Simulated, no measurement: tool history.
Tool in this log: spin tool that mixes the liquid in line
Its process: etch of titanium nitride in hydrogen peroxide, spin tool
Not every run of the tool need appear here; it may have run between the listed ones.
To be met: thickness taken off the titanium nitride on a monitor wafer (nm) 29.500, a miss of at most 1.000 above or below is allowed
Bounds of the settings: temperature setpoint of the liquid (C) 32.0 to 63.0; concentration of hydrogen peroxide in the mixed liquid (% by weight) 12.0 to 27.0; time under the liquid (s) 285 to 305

run    day  temperature setpoint of the liquid (C)  concentration of hydrogen peroxide in the mixed liquid (% by weight)  time under the liquid (s)  thickness taken off the titanium nitride on a monitor wafer (nm)
  1  0.000                                    47.0                                                                  18.0                        285                                                            15.953
  2  0.275                                    47.0                                                                  18.0                        285                                                            16.080
  3  0.383                                    47.0                                                                  18.0                        285                                                            15.936
  4  0.683                                    47.0                                                                  21.0                        285                                                            16.588
  5  0.992                                    48.0                                                                  21.0                        285                                                            17.962
  6  1.250                                    48.0                                                                  24.0                        285                                                            18.578
  7  1.421                                    48.0                                                                  24.0                        285                                                            18.212
  8  1.625                                    49.0                                                                  24.0                        285                                                            19.971

4 next moves are on the table. One of them brings every result within its allowed miss. Which?
  A  1.829                                    52.0                                                                  26.0                        305                                                                 ?
  B  1.829                                    53.0                                                                  22.5                        295                                                                 ?
  C  1.829                                    54.5                                                                  18.0                        305                                                                 ?
  D  1.829                                    55.0                                                                  22.0                        305                                                                 ?

move  thickness taken off the titanium nitride on a monitor wafer (nm)
   A                                                            26.726
   B                                                            26.896
   C                                                            29.469
   D                                                            31.862
A: an improvement on the last run, though not all results are within tolerance
B: an improvement on the last run, though not all results are within tolerance
C: all results land within tolerance of their targets
D: moves the result that the last run missed by most past its target, out the other side
Go with C: it meets all targets.

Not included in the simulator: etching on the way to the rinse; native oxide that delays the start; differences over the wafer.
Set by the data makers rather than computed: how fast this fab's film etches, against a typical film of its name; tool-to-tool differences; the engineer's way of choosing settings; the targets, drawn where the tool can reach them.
